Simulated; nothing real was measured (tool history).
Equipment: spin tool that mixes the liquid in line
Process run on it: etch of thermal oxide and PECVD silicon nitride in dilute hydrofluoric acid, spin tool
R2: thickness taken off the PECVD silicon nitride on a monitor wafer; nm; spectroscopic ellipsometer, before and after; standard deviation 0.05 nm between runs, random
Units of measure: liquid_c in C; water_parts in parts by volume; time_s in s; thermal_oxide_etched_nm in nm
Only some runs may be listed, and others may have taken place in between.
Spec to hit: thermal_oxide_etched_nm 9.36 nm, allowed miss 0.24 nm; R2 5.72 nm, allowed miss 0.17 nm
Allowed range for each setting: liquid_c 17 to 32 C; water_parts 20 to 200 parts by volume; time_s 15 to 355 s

{"run": 1, "hour": 0.0, "liquid_c": 24, "water_parts": 110, "time_s": 180, "thermal_oxide_etched_nm": 6.3494, "R2": 4.1786}
{"run": 2, "hour": 5.7, "liquid_c": 24, "water_parts": 75, "time_s": 180, "thermal_oxide_etched_nm": 9.9606, "R2": 6.1334}
{"run": 3, "hour": 8.5, "liquid_c": 23.5, "water_parts": 75, "time_s": 180, "thermal_oxide_etched_nm": 9.7716, "R2": 5.8358}
{"run": 4, "hour": 11.9, "liquid_c": 23.5, "water_parts": 80, "time_s": 180, "thermal_oxide_etched_nm": 9.0863, "R2": 5.6444}
{"run": 5, "hour": 20.4, "liquid_c": 23.5, "water_parts": 80, "time_s": 230, "thermal_oxide_etched_nm": 11.523, "R2": 7.154}
{"run": 6, "hour": 23.4, "liquid_c": 22, "water_parts": 80, "time_s": 230, "thermal_oxide_etched_nm": 10.946, "R2": 6.3018}
{"run": 7, "hour": 29.3, "liquid_c": 22, "water_parts": 85, "time_s": 230, "thermal_oxide_etched_nm": 10.273, "R2": 6.0662}
{"hour": 37.1, "done": "hydrofluoric acid flow meter replaced"}
{"run": 8, "hour": 37.1, "liquid_c": 22, "water_parts": 90, "time_s": 230, "thermal_oxide_etched_nm": 10.536, "R2": 6.2232}
{"run": 9, "hour": 39.2, "liquid_c": 22, "water_parts": 95, "time_s": 230, "thermal_oxide_etched_nm": 9.886, "R2": 5.833}

Exercise: of the 4 proposed moves below, exactly one satisfies all targets within the stated allowed misses. Which move is it?
{"run": "A", "hour": 41.3, "liquid_c": 24.5, "water_parts": 70, "time_s": 140, "thermal_oxide_etched_nm": "?", "R2": "?"}
{"run": "B", "hour": 41.3, "liquid_c": 22, "water_parts": 110, "time_s": 240, "thermal_oxide_etched_nm": "?", "R2": "?"}
{"run": "C", "hour": 41.3, "liquid_c": 24.5, "water_parts": 105, "time_s": 220, "thermal_oxide_etched_nm": "?", "R2": "?"}
{"run": "D", "hour": 41.3, "liquid_c": 25, "water_parts": 95, "time_s": 195, "thermal_oxide_etched_nm": "?", "R2": "?"}

move=A thermal_oxide_etched_nm=9.2524 R2=5.7811
move=B thermal_oxide_etched_nm=8.6918 R2=5.3778
move=C thermal_oxide_etched_nm=9.2723 R2=6.0882
move=D thermal_oxide_etched_nm=9.3808 R2=6.1564
A: meets every target
B: carries the result that was furthest off beyond its target, to the other side
C: puts the biggest miss on target and leaves a different result outside tolerance
D: puts the biggest miss on target and leaves a different result outside tolerance
Correct choice: A, which meets every target

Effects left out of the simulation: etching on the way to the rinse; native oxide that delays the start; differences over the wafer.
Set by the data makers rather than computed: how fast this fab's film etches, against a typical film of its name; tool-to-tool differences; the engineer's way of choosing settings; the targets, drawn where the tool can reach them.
